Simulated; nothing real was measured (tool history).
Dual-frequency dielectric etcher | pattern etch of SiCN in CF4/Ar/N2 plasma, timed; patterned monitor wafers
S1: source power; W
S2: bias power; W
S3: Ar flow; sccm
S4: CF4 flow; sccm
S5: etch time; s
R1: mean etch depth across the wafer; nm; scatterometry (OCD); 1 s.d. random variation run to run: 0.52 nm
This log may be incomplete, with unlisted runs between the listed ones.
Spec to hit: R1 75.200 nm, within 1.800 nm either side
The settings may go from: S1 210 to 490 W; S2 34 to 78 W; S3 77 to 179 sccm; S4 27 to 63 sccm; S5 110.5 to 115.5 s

run,day,S1,S2,S3,S4,S5,R1
1,0.000,350,56,128,45,110.5,64.632
2,0.342,360,56,128,45,110.5,66.531
3,0.488,310,56,128,45,110.5,57.884
4,0.554,310,56,128,45,115.5,60.738
5,0.779,310,56,128,40,115.5,59.783
# day 1.071: Ar flow controller replaced
6,1.071,270,56,128,40,115.5,51.783
7,1.125,300,56,128,40,115.5,56.849
8,1.488,320,56,128,40,115.5,60.341

Next run, 4 choices. One meets every target within its allowed miss, the rest don't. Which?
A,1.850,370,59,142,46,115.5,?
B,1.850,430,67,117,39,113.5,?
C,1.850,290,56,132,38,110.5,?
D,1.850,380,62,128,44,114.5,?

move,R1
A,71.511
B,84.644
C,52.437
D,74.687
A: closes in on the targets versus the last run, not all within tolerance yet
B: carries the result that was furthest off beyond its target, to the other side
C: misses by more than the last run did
D: all results land within tolerance of their targets
D meets every target.

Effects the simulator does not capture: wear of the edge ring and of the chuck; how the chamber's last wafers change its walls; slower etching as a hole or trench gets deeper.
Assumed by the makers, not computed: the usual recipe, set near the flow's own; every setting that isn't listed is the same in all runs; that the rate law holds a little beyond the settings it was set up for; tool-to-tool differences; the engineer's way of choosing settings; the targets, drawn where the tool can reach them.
